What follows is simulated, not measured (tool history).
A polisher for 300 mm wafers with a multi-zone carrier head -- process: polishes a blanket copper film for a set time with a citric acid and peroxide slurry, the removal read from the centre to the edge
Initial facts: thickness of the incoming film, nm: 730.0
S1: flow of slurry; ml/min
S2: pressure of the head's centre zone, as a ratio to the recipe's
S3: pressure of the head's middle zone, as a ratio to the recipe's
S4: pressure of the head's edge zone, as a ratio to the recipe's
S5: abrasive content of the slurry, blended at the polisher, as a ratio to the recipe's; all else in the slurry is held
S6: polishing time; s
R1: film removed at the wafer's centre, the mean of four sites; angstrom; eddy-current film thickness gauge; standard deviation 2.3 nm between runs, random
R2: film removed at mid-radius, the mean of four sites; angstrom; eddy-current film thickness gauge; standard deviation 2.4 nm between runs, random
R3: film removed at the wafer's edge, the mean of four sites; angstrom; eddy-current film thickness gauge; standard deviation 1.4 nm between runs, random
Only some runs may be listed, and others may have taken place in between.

Run 1, hour 0.0: S1 215 ml/min, S2 1.00, S3 1.00, S4 1.00, S5 1.00, S6 55 s. Result: R1 1380.4 angstrom, R2 1324.2 angstrom, R3 1351.2 angstrom.
Run 2, hour 6.1: S1 220 ml/min, S2 1.02, S3 1.02, S4 1.00, S5 1.05, S6 55 s. Result: R1 1412.0 angstrom, R2 1391.7 angstrom, R3 1351.2 angstrom.
Run 3, hour 8.5: S1 260 ml/min, S2 1.02, S3 1.02, S4 1.00, S5 1.05, S6 55 s. Result: R1 1465.6 angstrom, R2 1368.9 angstrom, R3 1396.5 angstrom.
Run 4, hour 15.8: S1 235 ml/min, S2 1.02, S3 1.02, S4 1.00, S5 1.05, S6 55 s. Result: R1 1427.1 angstrom, R2 1347.5 angstrom, R3 1378.7 angstrom.
Run 5, hour 19.5: S1 230 ml/min, S2 1.04, S3 1.04, S4 0.99, S5 1.10, S6 56 s. Result: R1 1457.1 angstrom, R2 1419.3 angstrom, R3 1377.2 angstrom.
Run 6, hour 23.2: S1 230 ml/min, S2 1.04, S3 1.04, S4 1.05, S5 1.10, S6 56 s. Result: R1 1514.6 angstrom, R2 1454.1 angstrom, R3 1437.8 angstrom.
Run 7, hour 31.3: S1 230 ml/min, S2 1.06, S3 1.06, S4 1.06, S5 1.15, S6 56 s. Result: R1 1530.1 angstrom, R2 1493.2 angstrom, R3 1445.5 angstrom.
Run 8, hour 34.7: S1 235 ml/min, S2 1.08, S3 1.07, S4 1.06, S5 1.20, S6 57 s. Result: R1 1613.3 angstrom, R2 1515.2 angstrom, R3 1487.2 angstrom.
Run 9, hour 36.1: S1 230 ml/min, S2 1.09, S3 1.09, S4 1.06, S5 1.25, S6 58 s. Result: R1 1663.2 angstrom, R2 1630.2 angstrom, R3 1537.8 angstrom.
Run 10, hour 42.2: S1 235 ml/min, S2 1.10, S3 1.10, S4 1.06, S5 1.25, S6 58 s. Result: R1 1683.8 angstrom, R2 1580.4 angstrom, R3 1511.6 angstrom.

Run 11 comes next. What will it give?
Run 11, hour 50.6: S1 230 ml/min, S2 1.11, S3 1.11, S4 1.06, S5 1.30, S6 59 s. Result: R1 ?, R2 ?, R3 ?.

Run 11 gave R1 1695.9 angstrom, R2 1695.0 angstrom, R3 1598.0 angstrom.
